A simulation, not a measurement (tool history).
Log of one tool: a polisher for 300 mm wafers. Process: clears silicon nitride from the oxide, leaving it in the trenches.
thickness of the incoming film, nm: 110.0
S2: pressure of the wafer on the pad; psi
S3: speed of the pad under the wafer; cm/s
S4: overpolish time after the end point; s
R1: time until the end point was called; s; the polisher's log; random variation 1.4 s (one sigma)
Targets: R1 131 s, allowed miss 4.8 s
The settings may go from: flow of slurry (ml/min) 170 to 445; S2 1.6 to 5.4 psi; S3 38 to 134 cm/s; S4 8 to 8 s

{"run": 1, "hour": 0.0, "flow of slurry (ml/min)": 285, "S2": 3.5, "S3": 86, "S4": 8, "R1": 108.8}
{"run": 2, "hour": 0.7, "flow of slurry (ml/min)": 345, "S2": 3.5, "S3": 86, "S4": 8, "R1": 106.55}
{"run": 3, "hour": 1.7, "flow of slurry (ml/min)": 345, "S2": 3.5, "S3": 96, "S4": 8, "R1": 95.104}
{"run": 4, "hour": 5.3, "flow of slurry (ml/min)": 345, "S2": 3.5, "S3": 96, "S4": 8, "R1": 93.736}
{"run": 5, "hour": 14.1, "flow of slurry (ml/min)": 345, "S2": 3.5, "S3": 116, "S4": 8, "R1": 79.265}
{"run": 6, "hour": 16.2, "flow of slurry (ml/min)": 340, "S2": 3.1, "S3": 116, "S4": 8, "R1": 90.414}
{"run": 7, "hour": 22.0, "flow of slurry (ml/min)": 335, "S2": 2.8, "S3": 116, "S4": 8, "R1": 98.628}
{"hour": 26.3, "done": "slurry nozzle cleaned"}
{"run": 8, "hour": 26.3, "flow of slurry (ml/min)": 330, "S2": 2.6, "S3": 116, "S4": 8, "R1": 103.68}
{"run": 9, "hour": 32.1, "flow of slurry (ml/min)": 330, "S2": 2.4, "S3": 116, "S4": 8, "R1": 110.86}

Which of these 4 next moves meets every target?
{"run": "A", "hour": 37.9, "flow of slurry (ml/min)": 280, "S2": 3.1, "S3": 112, "S4": 8, "R1": "?"}
{"run": "B", "hour": 37.9, "flow of slurry (ml/min)": 250, "S2": 1.9, "S3": 126, "S4": 8, "R1": "?"}
{"run": "C", "hour": 37.9, "flow of slurry (ml/min)": 345, "S2": 2, "S3": 106, "S4": 8, "R1": "?"}
{"run": "D", "hour": 37.9, "flow of slurry (ml/min)": 340, "S2": 2.9, "S3": 112, "S4": 8, "R1": "?"}

move=A R1=90.89
move=B R1=127.74
move=C R1=139.95
move=D R1=94.898
A: further off than the last run
B: meets every target
C: takes the result that was furthest off past its target
D: further off than the last run
Move B is the one to make.

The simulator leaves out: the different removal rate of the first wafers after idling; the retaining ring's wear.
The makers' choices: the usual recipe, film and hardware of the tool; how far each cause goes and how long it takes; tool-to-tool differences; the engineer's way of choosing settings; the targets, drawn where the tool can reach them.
